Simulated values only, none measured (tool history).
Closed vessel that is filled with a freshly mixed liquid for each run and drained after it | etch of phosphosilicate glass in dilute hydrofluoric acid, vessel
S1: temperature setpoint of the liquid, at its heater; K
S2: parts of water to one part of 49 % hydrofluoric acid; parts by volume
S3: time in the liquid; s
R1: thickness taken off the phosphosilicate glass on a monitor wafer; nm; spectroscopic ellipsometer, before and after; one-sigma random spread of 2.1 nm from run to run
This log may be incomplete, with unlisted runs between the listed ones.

Run 1, hour 0: S1 296.15 K, S2 105 parts by volume, S3 105 s. Result: R1 180.27 nm.
Run 2, hour 8.4: S1 296.15 K, S2 105 parts by volume, S3 105 s. Result: R1 179.65 nm.
Run 3, hour 13.8: S1 296.15 K, S2 135 parts by volume, S3 105 s. Result: R1 133.89 nm.
Run 4, hour 18.6: S1 297.65 K, S2 125 parts by volume, S3 105 s. Result: R1 155.5 nm.
Run 5, hour 20.2: S1 297.65 K, S2 155 parts by volume, S3 105 s. Result: R1 121.56 nm.
Run 6, hour 23.8: S1 297.65 K, S2 185 parts by volume, S3 105 s. Result: R1 97.532 nm.
Run 7, hour 25: S1 298.65 K, S2 160 parts by volume, S3 105 s. Result: R1 121.38 nm.
Run 8, hour 27: S1 299.65 K, S2 140 parts by volume, S3 105 s. Result: R1 147.91 nm.
Run 9, hour 35.1: S1 300.15 K, S2 125 parts by volume, S3 105 s. Result: R1 171.24 nm.
Run 10, hour 36.2: S1 300.65 K, S2 110 parts by volume, S3 105 s. Result: R1 202.58 nm.
Run 11, hour 44.7: S1 301.15 K, S2 100 parts by volume, S3 105 s. Result: R1 231.59 nm.

Run 12 comes next. What will it give?
Run 12, hour 48.7: S1 301.65 K, S2 95 parts by volume, S3 105 s. Result: R1 ?.

R1: 248.18 nm

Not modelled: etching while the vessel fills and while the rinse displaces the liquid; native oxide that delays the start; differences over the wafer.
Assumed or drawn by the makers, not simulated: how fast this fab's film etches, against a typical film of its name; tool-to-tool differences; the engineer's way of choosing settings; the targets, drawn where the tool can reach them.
